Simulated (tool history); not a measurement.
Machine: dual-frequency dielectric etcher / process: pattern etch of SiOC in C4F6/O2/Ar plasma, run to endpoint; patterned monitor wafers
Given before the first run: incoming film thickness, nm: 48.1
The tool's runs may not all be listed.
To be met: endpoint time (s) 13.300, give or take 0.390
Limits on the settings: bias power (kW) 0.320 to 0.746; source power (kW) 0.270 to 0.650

run  hour  bias power (kW)  source power (kW)  endpoint time (s)
  1   0.0            0.533              0.460             15.117
  2   5.5            0.551              0.470             14.816
  3  13.3            0.551              0.440             15.148
  4  14.4            0.570              0.450             14.892
  5  18.4            0.586              0.460             14.704
  6  21.8            0.493              0.460             15.834
  7  28.1            0.515              0.470             15.343
  8  36.9            0.534              0.480             15.101
  9  43.4            0.553              0.490             14.703
 10  48.3            0.567              0.500             14.375
 11  49.4            0.567              0.500             14.381
 12  57.8            0.578              0.500             14.313
 13  59.5            0.588              0.500             14.166
 14  63.5            0.597              0.500             13.938
 15  69.9            0.597              0.500             13.891
 16  70.9            0.602              0.500             13.883

Pick the move, out of 5, that brings all results within their allowed miss; only one does.
  A  71.9            0.602              0.490                  ?
  B  71.9            0.663              0.520                  ?
  C  71.9            0.689              0.400                  ?
  D  71.9            0.598              0.490                  ?
  E  71.9            0.609              0.450                  ?

move  endpoint time (s)
   A             14.101
   B             13.305
   C             14.187
   D             14.139
   E             14.408
A: moves away from the targets compared with the last run
B: every result lands within tolerance
C: moves away from the targets compared with the last run
D: moves away from the targets compared with the last run
E: moves away from the targets compared with the last run
Go with B: it meets all targets.

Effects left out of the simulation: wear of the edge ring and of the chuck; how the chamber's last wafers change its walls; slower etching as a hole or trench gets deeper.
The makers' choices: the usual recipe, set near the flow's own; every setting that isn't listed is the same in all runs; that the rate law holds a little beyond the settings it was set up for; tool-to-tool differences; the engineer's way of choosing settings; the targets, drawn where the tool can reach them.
